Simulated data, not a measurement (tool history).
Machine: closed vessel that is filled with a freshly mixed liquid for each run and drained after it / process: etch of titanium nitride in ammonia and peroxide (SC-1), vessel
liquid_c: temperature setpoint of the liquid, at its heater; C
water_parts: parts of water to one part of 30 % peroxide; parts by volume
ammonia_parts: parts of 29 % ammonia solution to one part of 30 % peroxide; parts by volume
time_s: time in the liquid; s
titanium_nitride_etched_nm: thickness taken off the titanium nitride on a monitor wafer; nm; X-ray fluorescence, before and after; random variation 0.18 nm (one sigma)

Run 1, day 0: liquid_c 48 C, water_parts 14 parts by volume, ammonia_parts 0.6 parts by volume, time_s 810 s. Result: titanium_nitride_etched_nm 43.122 nm.
Run 2, day 0.379: liquid_c 48 C, water_parts 17 parts by volume, ammonia_parts 0.6 parts by volume, time_s 810 s. Result: titanium_nitride_etched_nm 39.233 nm.
Run 3, day 0.671: liquid_c 47 C, water_parts 17 parts by volume, ammonia_parts 0.6 parts by volume, time_s 810 s. Result: titanium_nitride_etched_nm 35.882 nm.
Run 4, day 0.967: liquid_c 47 C, water_parts 17 parts by volume, ammonia_parts 0.4 parts by volume, time_s 810 s. Result: titanium_nitride_etched_nm 33.067 nm.
Run 5, day 1.321: liquid_c 47 C, water_parts 20 parts by volume, ammonia_parts 0.4 parts by volume, time_s 810 s. Result: titanium_nitride_etched_nm 30.706 nm.
Run 6, day 1.65: liquid_c 47 C, water_parts 23 parts by volume, ammonia_parts 0.4 parts by volume, time_s 810 s. Result: titanium_nitride_etched_nm 28.385 nm.
Run 7, day 1.9: liquid_c 46.5 C, water_parts 23 parts by volume, ammonia_parts 0.4 parts by volume, time_s 810 s. Result: titanium_nitride_etched_nm 26.86 nm.
Run 8, day 1.979: liquid_c 46 C, water_parts 23 parts by volume, ammonia_parts 0.4 parts by volume, time_s 810 s. Result: titanium_nitride_etched_nm 26.188 nm.
Run 9, day 2.279: liquid_c 45.5 C, water_parts 23 parts by volume, ammonia_parts 0.4 parts by volume, time_s 810 s. Result: titanium_nitride_etched_nm 25.779 nm.
Run 10, day 2.45: liquid_c 45 C, water_parts 23 parts by volume, ammonia_parts 0.4 parts by volume, time_s 810 s. Result: titanium_nitride_etched_nm 24.501 nm.

Forecast run 11:
Run 11, day 2.625: liquid_c 43.5 C, water_parts 23 parts by volume, ammonia_parts 0.4 parts by volume, time_s 810 s. Result: titanium_nitride_etched_nm ?.

{"run 11": {"titanium_nitride_etched_nm": 21.87}}

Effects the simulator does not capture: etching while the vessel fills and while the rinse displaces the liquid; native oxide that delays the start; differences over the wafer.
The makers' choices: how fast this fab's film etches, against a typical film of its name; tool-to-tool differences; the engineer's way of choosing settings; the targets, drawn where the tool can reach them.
